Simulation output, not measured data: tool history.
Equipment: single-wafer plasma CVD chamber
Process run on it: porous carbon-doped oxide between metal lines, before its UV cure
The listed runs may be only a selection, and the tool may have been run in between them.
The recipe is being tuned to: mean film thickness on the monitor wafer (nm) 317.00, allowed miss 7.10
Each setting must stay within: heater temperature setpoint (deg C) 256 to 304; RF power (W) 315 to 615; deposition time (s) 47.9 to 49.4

| run | day | heater temperature setpoint (deg C) | RF power (W) | deposition time (s) | mean film thickness on the monitor wafer (nm) |
|---|---|---|---|---|---|
| 1 | 0.000 | 280 | 465 | 47.9 | 263.49 |
| 2 | 0.154 | 275 | 475 | 48.0 | 276.72 |
| 3 | 0.283 | 275 | 475 | 47.9 | 276.13 |
| 4 | 0.604 | 271 | 485 | 47.9 | 288.52 |
| 5 | 0.971 | 268 | 490 | 47.9 | 297.01 |
| 6 | 1.229 | 268 | 490 | 47.9 | 296.39 |
| 7 | 1.546 | 266 | 490 | 47.9 | 299.17 |
| 8 | 1.717 | 264 | 490 | 47.9 | 307.64 |
| 9 | 2.046 | 263 | 490 | 47.9 | 308.19 |

Next run, 5 choices. One meets every target within its allowed miss, the rest don't. Which?
| A | 2.375 | 260 | 505 | 47.9 | ? |
| B | 2.375 | 267 | 445 | 49.3 | ? |
| C | 2.375 | 264 | 470 | 48.4 | ? |
| D | 2.375 | 266 | 465 | 49.4 | ? |
| E | 2.375 | 271 | 500 | 48.7 | ? |

| move | mean film thickness on the monitor wafer (nm) |
|---|---|
| A | 319.61 |
| B | 290.93 |
| C | 301.23 |
| D | 300.90 |
| E | 296.77 |
A: meets every target
B: further off than the last run
C: further off than the last run
D: further off than the last run
E: further off than the last run
So the answer is move A, the one that meets all the targets.
